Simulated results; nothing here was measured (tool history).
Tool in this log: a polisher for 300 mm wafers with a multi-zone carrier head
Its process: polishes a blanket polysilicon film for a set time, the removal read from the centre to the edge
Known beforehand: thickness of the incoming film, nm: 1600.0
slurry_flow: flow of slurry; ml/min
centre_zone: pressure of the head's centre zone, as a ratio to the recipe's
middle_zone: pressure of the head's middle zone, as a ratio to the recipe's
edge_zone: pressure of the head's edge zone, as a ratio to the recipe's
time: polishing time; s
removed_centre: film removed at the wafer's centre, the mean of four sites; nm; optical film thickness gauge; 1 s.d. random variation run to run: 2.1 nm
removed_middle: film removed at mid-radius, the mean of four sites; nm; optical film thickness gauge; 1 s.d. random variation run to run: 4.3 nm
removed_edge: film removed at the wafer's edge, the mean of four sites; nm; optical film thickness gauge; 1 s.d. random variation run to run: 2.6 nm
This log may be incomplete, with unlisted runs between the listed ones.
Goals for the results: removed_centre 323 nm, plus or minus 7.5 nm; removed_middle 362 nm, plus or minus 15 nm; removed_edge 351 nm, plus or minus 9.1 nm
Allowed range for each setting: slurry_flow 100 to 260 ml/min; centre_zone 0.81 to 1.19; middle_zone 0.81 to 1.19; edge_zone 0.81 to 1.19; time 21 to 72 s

{"run": 1, "hour": 0.0, "slurry_flow": 165, "centre_zone": 1, "middle_zone": 1, "edge_zone": 1, "time": 46, "removed_centre": 356.78, "removed_middle": 356.86, "removed_edge": 359.03}
{"run": 2, "hour": 8.6, "slurry_flow": 165, "centre_zone": 1, "middle_zone": 1, "edge_zone": 0.93, "time": 46, "removed_centre": 359.04, "removed_middle": 356.51, "removed_edge": 345.27}
{"run": 3, "hour": 12.0, "slurry_flow": 165, "centre_zone": 1, "middle_zone": 1, "edge_zone": 0.93, "time": 53, "removed_centre": 413.38, "removed_middle": 412.95, "removed_edge": 404.14}
{"run": 4, "hour": 14.7, "slurry_flow": 150, "centre_zone": 0.95, "middle_zone": 0.99, "edge_zone": 0.9, "time": 52, "removed_centre": 380.61, "removed_middle": 394.06, "removed_edge": 382}
{"run": 5, "hour": 22.5, "slurry_flow": 150, "centre_zone": 0.98, "middle_zone": 0.99, "edge_zone": 0.9, "time": 52, "removed_centre": 388.1, "removed_middle": 394.09, "removed_edge": 375.84}
{"run": 6, "hour": 30.7, "slurry_flow": 150, "centre_zone": 0.98, "middle_zone": 0.99, "edge_zone": 0.9, "time": 60, "removed_centre": 452.27, "removed_middle": 442.17, "removed_edge": 445.29}
{"run": 7, "hour": 37.6, "slurry_flow": 135, "centre_zone": 0.93, "middle_zone": 0.97, "edge_zone": 0.88, "time": 57, "removed_centre": 396.79, "removed_middle": 418.7, "removed_edge": 407.74}
{"run": 8, "hour": 41.8, "slurry_flow": 125, "centre_zone": 0.9, "middle_zone": 0.94, "edge_zone": 0.86, "time": 56, "removed_centre": 368.18, "removed_middle": 390.85, "removed_edge": 390.13}

Exactly one of the 4 candidate moves below puts every result within its allowed miss. Which one?
{"run": "A", "hour": 46.0, "slurry_flow": 130, "centre_zone": 0.88, "middle_zone": 1.15, "edge_zone": 0.91, "time": 49, "removed_centre": "?", "removed_middle": "?", "removed_edge": "?"}
{"run": "B", "hour": 46.0, "slurry_flow": 125, "centre_zone": 0.91, "middle_zone": 1, "edge_zone": 0.86, "time": 58, "removed_centre": "?", "removed_middle": "?", "removed_edge": "?"}
{"run": "C", "hour": 46.0, "slurry_flow": 105, "centre_zone": 0.87, "middle_zone": 0.97, "edge_zone": 0.83, "time": 53, "removed_centre": "?", "removed_middle": "?", "removed_edge": "?"}
{"run": "D", "hour": 46.0, "slurry_flow": 100, "centre_zone": 0.85, "middle_zone": 1.02, "edge_zone": 0.88, "time": 52, "removed_centre": "?", "removed_middle": "?", "removed_edge": "?"}

move=A removed_centre=324.07 removed_middle=409.71 removed_edge=352.62
move=B removed_centre=389.58 removed_middle=433.05 removed_edge=404.59
move=C removed_centre=323.15 removed_middle=367.7 removed_edge=351.33
move=D removed_centre=305.2 removed_middle=367.93 removed_edge=349.73
A: the furthest-off result lands on target, but another misses its tolerance
B: further off than the last run
C: all results land within tolerance of their targets
D: carries the result that was furthest off beyond its target, to the other side
Move C is the one to make.

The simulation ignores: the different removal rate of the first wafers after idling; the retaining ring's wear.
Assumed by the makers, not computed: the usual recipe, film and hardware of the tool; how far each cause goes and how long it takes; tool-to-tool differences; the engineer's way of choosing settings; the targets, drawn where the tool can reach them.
